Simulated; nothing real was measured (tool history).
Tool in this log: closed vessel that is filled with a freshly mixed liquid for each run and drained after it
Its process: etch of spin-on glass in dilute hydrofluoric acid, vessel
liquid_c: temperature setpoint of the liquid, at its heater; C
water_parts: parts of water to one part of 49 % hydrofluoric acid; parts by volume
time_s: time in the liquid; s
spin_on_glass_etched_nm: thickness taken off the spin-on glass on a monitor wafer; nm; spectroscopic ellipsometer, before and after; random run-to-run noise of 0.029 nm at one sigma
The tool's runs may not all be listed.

run  hour  liquid_c  water_parts  time_s  spin_on_glass_etched_nm
  1   0.0      25.0          280      95                   9.3299
  2   1.6      22.5          320      95                   7.2973
  3   2.3      22.5          275      95                   8.7907
  4   7.1      21.0          320      95                   6.7724
  5   9.9      21.0          405      95                   5.0164
  6  13.8      21.0          405      95                   4.9630
  7  16.0      20.0          410      95                   4.7061

What does the tool deliver on the next run?
  8  17.7      19.0          415      95                        ?

spin_on_glass_etched_nm: 4.4885 nm
